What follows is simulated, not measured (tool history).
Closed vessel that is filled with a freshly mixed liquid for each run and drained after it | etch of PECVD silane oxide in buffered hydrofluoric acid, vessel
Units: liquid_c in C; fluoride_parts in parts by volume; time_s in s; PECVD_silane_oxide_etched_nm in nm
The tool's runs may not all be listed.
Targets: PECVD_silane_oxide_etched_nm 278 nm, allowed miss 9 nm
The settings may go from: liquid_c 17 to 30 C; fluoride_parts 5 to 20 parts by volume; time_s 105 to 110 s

| run | hour | liquid_c | fluoride_parts | time_s | PECVD_silane_oxide_etched_nm |
|---|---|---|---|---|---|
| 1 | 0 | 22 | 12 | 105 | 366.85 |
| 2 | 1.5 | 22 | 12 | 105 | 364.94 |
| 3 | 7.5 | 21 | 12 | 105 | 339.87 |
| 4 | 12.4 | 20.5 | 12 | 105 | 327.31 |
| 5 | 12.9 | 20.5 | 12 | 105 | 330.98 |
| 6 | 20.1 | 20 | 12 | 105 | 322.51 |
| 7 | 23.5 | 19.5 | 12 | 105 | 311.07 |
| 8 | 28.5 | 19 | 12 | 105 | 302.44 |
| 9 | 33.7 | 18.5 | 12 | 105 | 293.64 |
| 10 | 42.1 | 18 | 12 | 105 | 287.02 |
| 11 | 48.8 | 18 | 12 | 105 | 291.9 |

4 next moves are on the table. One of them brings every result within its allowed miss. Which?
| A | 55.5 | 18 | 11 | 105 | ? |
| B | 55.5 | 18 | 11.5 | 105 | ? |
| C | 55.5 | 18 | 13 | 110 | ? |
| D | 55.5 | 17.5 | 11 | 105 | ? |

| move | PECVD_silane_oxide_etched_nm |
|---|---|
| A | 310.68 |
| B | 297.51 |
| C | 276.48 |
| D | 301.98 |
A: further off than the last run
B: further off than the last run
C: meets every target
D: further off than the last run
Answer: C
